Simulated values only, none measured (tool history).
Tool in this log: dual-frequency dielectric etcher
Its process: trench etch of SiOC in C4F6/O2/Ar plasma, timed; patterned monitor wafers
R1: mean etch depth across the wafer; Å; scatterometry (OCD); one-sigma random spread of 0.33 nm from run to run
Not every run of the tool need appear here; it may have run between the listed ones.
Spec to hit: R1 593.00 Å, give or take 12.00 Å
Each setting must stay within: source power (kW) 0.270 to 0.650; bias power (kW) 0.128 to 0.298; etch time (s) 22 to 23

Run 1, day 0.000: source power (kW) 0.460, bias power (kW) 0.213, etch time (s) 22. Result: R1 537.17 Å.
Run 2, day 0.254: source power (kW) 0.460, bias power (kW) 0.176, etch time (s) 22. Result: R1 501.19 Å.
Run 3, day 0.308: source power (kW) 0.460, bias power (kW) 0.176, etch time (s) 23. Result: R1 518.23 Å.
Run 4, day 0.383: source power (kW) 0.480, bias power (kW) 0.178, etch time (s) 23. Result: R1 537.30 Å.
Run 5, day 0.475: source power (kW) 0.500, bias power (kW) 0.179, etch time (s) 23. Result: R1 551.82 Å.
Run 6, day 0.696: source power (kW) 0.510, bias power (kW) 0.180, etch time (s) 23. Result: R1 564.50 Å.
Run 7, day 0.788: source power (kW) 0.520, bias power (kW) 0.180, etch time (s) 23. Result: R1 565.41 Å.
Run 8, day 0.867: source power (kW) 0.530, bias power (kW) 0.180, etch time (s) 23. Result: R1 573.01 Å.
Run 9, day 1.004: source power (kW) 0.530, bias power (kW) 0.180, etch time (s) 23. Result: R1 574.46 Å.
Run 10, day 1.338: source power (kW) 0.540, bias power (kW) 0.181, etch time (s) 23. Result: R1 585.10 Å.

Of the 4 settings listed for the next run, only one would bring every result within its allowed miss of target. Which one?
Run A, day 1.671: source power (kW) 0.530, bias power (kW) 0.183, etch time (s) 23. Result: R1 ?.
Run B, day 1.671: source power (kW) 0.560, bias power (kW) 0.185, etch time (s) 22. Result: R1 ?.
Run C, day 1.671: source power (kW) 0.600, bias power (kW) 0.167, etch time (s) 22. Result: R1 ?.
Run D, day 1.671: source power (kW) 0.550, bias power (kW) 0.193, etch time (s) 23. Result: R1 ?.

move      R1
   A  572.38
   B  566.80
   C  570.08
   D  594.69
A: the biggest miss grows against the last run
B: the biggest miss grows against the last run
C: the biggest miss grows against the last run
D: each result inside its tolerance
The right move is D.
